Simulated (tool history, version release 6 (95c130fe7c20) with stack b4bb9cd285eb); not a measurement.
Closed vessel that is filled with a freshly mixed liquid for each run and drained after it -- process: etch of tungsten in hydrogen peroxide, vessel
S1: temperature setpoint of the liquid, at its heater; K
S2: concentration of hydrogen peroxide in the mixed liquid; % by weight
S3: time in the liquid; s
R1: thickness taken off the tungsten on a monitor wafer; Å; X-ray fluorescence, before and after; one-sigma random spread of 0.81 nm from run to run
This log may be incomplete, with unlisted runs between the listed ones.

run	hour	S1	S2	S3	R1
1	0	319.15	17.5	85	1576.6
2	2	319.15	15	85	1459.7
3	10.7	326.15	15	85	2260.1
4	19.6	331.65	15	85	3110.7
5	26.8	331.65	15	95	3483.6
6	32.8	331.65	16.5	95	3643.3
7	33.8	328.15	16.5	95	2970.1
8	37.9	325.15	16.5	95	2456.1
9	46.7	322.65	16.5	95	2133.5
10	54.2	320.65	16.5	95	1885.7

Expected results for the next run?
11	58.5	312.65	16.5	95	?

R1: 1123.7 Å
